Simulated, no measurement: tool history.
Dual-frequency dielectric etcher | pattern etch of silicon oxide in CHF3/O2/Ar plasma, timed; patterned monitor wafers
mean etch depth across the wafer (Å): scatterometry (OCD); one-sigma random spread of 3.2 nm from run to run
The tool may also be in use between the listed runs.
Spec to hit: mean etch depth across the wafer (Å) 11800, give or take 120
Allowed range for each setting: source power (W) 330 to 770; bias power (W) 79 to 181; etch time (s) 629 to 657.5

run	hour	source power (W)	bias power (W)	etch time (s)	mean etch depth across the wafer (Å)
1	0	550	130	629	10831
2	7.5	610	130	629	11437
3	14.2	520	130	629	10396
4	20.7	520	109	629	9969.7
5	29.1	570	110	629	10526
6	37.6	570	96	629	10172
7	39.7	610	96	629	10650
8	46.5	640	96	629	10870
9	55	660	96	629	11109

Next run, 4 choices. One meets every target within its allowed miss, the rest don't. Which?
A	63.5	730	88	646.5	?
B	63.5	560	111	651.5	?
C	63.5	770	79	654	?
D	63.5	740	92	642.5	?

move	mean etch depth across the wafer (Å)
A	11826
B	10830
C	12028
D	11960
A: every result lands within tolerance
B: its largest miss is bigger than the last run's
C: takes the result that was furthest off past its target
D: takes the result that was furthest off past its target
So the answer is move A, the one that meets all the targets.
